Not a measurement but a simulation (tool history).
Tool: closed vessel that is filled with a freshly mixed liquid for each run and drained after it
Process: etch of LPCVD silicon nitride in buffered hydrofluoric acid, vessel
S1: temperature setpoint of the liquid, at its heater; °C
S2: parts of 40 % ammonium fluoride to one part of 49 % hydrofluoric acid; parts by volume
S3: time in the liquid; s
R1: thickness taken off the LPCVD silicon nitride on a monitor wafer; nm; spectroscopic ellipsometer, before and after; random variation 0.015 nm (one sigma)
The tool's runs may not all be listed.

| run | hour | S1 | S2 | S3 | R1 |
|---|---|---|---|---|---|
| 1 | 0 | 20 | 19 | 990 | 5.8534 |
| 2 | 5.8 | 22.5 | 19 | 990 | 6.7183 |
| 3 | 7.8 | 22.5 | 19 | 990 | 6.7795 |
| 4 | 13.4 | 21 | 19.5 | 990 | 6.0333 |
| 5 | 20.8 | 20 | 20 | 990 | 5.5335 |
| 6 | 28 | 19 | 20.5 | 990 | 5.1622 |

Forecast run 7:
| 7 | 31.5 | 18.5 | 21 | 990 | ? |

{"run 7": {"R1": 4.9455}}
